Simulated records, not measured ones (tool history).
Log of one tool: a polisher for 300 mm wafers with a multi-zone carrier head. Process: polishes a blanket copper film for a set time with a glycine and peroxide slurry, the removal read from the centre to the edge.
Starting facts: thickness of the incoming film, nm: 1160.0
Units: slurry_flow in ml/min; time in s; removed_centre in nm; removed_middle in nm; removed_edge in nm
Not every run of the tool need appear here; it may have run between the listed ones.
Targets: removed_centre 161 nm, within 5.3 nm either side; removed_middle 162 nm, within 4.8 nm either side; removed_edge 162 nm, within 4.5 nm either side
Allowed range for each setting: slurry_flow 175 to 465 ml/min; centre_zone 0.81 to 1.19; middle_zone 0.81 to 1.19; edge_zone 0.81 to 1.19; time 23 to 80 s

run  hour  slurry_flow  centre_zone  middle_zone  edge_zone  time  removed_centre  removed_middle  removed_edge
  1     0          295            1            1          1    51           260.3          275.46        260.01
  2   3.3          265            1            1          1    51          252.64          276.34        258.42
  3   6.1          265            1            1          1    62          310.53          328.02         314.7
  4   9.9          325            1            1          1    62          314.81          336.64        321.01
  5  11.5          325            1            1          1    70           363.5          377.72        361.01
  6  14.8          325            1         0.95          1    70          356.34          359.58        364.86
  7  22.1          320            1         0.94       0.98    64           326.1          324.56        329.52
  8  27.8          305         0.93          0.9       0.88    50          239.54          245.89        240.61
  9  35.5          265         0.87         0.82       0.82    36          164.91          159.98        169.87
 10  37.6          265         0.87         0.83       0.82    36          162.15          163.68        169.38

Which single option among these 5 for the next run brings every result within its allowed miss of target? Just one does.
  A  39.7          240         0.84         0.82       0.87    37               ?               ?             ?
  B  39.7          210         0.92         0.87       0.81    35               ?               ?             ?
  C  39.7          230         0.81         0.85        0.9    36               ?               ?             ?
  D  39.7          335          0.9         0.97       0.81    33               ?               ?             ?
  E  39.7          265         0.83         0.81       0.84    37               ?               ?             ?

move  removed_centre  removed_middle  removed_edge
   A          162.72          164.32        179.66
   B          162.03          161.13        163.92
   C          153.73          164.04        176.46
   D          157.21          173.06        159.06
   E           162.9          164.11        178.53
A: lands further from the targets than the last run did
B: meets every target
C: lands further from the targets than the last run did
D: puts the biggest miss on target and leaves a different result outside tolerance
E: lands further from the targets than the last run did
Correct choice: B, which meets every target
